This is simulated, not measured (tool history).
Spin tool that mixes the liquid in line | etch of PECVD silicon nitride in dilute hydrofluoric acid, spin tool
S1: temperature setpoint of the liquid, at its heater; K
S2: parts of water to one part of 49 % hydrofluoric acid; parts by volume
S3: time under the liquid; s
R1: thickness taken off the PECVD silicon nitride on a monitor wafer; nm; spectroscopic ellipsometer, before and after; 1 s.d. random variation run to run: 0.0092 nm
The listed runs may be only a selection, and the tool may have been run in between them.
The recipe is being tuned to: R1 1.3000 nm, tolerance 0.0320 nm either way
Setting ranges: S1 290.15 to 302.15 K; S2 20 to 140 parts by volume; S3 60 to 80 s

| run | day | S1 | S2 | S3 | R1 |
|---|---|---|---|---|---|
| 1 | 0.000 | 294.15 | 75 | 80 | 2.1300 |
| 2 | 0.146 | 294.15 | 60 | 80 | 2.6578 |
| 3 | 0.404 | 296.65 | 60 | 80 | 3.1674 |
| 4 | 0.562 | 295.15 | 70 | 80 | 2.4716 |
| 5 | 0.883 | 295.15 | 60 | 80 | 2.8815 |
| 6 | 1.154 | 295.15 | 35 | 80 | 4.8167 |
| 7 | 1.179 | 294.15 | 50 | 80 | 3.1799 |
| 8 | 1.388 | 293.15 | 60 | 80 | 2.5047 |
| 9 | 1.558 | 292.15 | 65 | 80 | 2.1567 |

Which single option among these 4 for the next run brings every result within its allowed miss of target? Just one does.
| A | 1.729 | 292.65 | 85 | 65 | ? |
| B | 1.729 | 291.65 | 85 | 65 | ? |
| C | 1.729 | 292.15 | 30 | 80 | ? |
| D | 1.729 | 293.65 | 85 | 60 | ? |

| move | R1 |
|---|---|
| A | 1.4061 |
| B | 1.3120 |
| C | 4.5845 |
| D | 1.3902 |
A: an improvement on the last run, though not all results are within tolerance
B: meets every target
C: misses by more than the last run did
D: an improvement on the last run, though not all results are within tolerance
Answer: B
